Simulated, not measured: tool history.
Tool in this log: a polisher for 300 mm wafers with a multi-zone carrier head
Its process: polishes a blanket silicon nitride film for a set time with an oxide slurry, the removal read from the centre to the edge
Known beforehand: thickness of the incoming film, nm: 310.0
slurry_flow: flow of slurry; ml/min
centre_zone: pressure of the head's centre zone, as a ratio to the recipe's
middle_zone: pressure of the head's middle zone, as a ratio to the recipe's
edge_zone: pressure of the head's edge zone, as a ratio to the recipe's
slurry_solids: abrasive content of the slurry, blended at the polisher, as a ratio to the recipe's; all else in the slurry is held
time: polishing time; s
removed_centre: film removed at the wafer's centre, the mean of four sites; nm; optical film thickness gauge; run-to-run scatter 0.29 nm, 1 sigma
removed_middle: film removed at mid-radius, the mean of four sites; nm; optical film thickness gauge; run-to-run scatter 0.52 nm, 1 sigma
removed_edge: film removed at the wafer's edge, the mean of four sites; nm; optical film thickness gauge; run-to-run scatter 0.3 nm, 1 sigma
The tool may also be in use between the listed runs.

{"run": 1, "day": 0.0, "slurry_flow": 280, "centre_zone": 1, "middle_zone": 1, "edge_zone": 1, "slurry_solids": 1, "time": 64, "removed_centre": 37.554, "removed_middle": 38.418, "removed_edge": 38.47}
{"run": 2, "day": 0.179, "slurry_flow": 290, "centre_zone": 0.99, "middle_zone": 1.02, "edge_zone": 1.03, "slurry_solids": 1.05, "time": 64, "removed_centre": 38.757, "removed_middle": 40.418, "removed_edge": 40.385}
{"run": 3, "day": 0.488, "slurry_flow": 255, "centre_zone": 0.99, "middle_zone": 1.02, "edge_zone": 1.03, "slurry_solids": 1.05, "time": 64, "removed_centre": 38.538, "removed_middle": 40.32, "removed_edge": 39.487}
{"run": 4, "day": 0.792, "slurry_flow": 275, "centre_zone": 0.97, "middle_zone": 1.03, "edge_zone": 1.06, "slurry_solids": 1.05, "time": 64, "removed_centre": 37.716, "removed_middle": 41.298, "removed_edge": 40.345}
{"run": 5, "day": 1.146, "slurry_flow": 275, "centre_zone": 0.97, "middle_zone": 1.03, "edge_zone": 1.06, "slurry_solids": 1.05, "time": 71, "removed_centre": 41.739, "removed_middle": 45.287, "removed_edge": 44.929}
{"run": 6, "day": 1.296, "slurry_flow": 275, "centre_zone": 0.95, "middle_zone": 1.03, "edge_zone": 1.07, "slurry_solids": 1.05, "time": 71, "removed_centre": 41.423, "removed_middle": 44.218, "removed_edge": 45.808}

The next listed run, before its measurement:
{"run": 7, "day": 1.542, "slurry_flow": 275, "centre_zone": 0.94, "middle_zone": 1.04, "edge_zone": 1.07, "slurry_solids": 1.05, "time": 71, "removed_centre": "?", "removed_middle": "?", "removed_edge": "?"}

{"run 7": {"removed_centre": 40.548, "removed_middle": 45.037, "removed_edge": 45.957}}
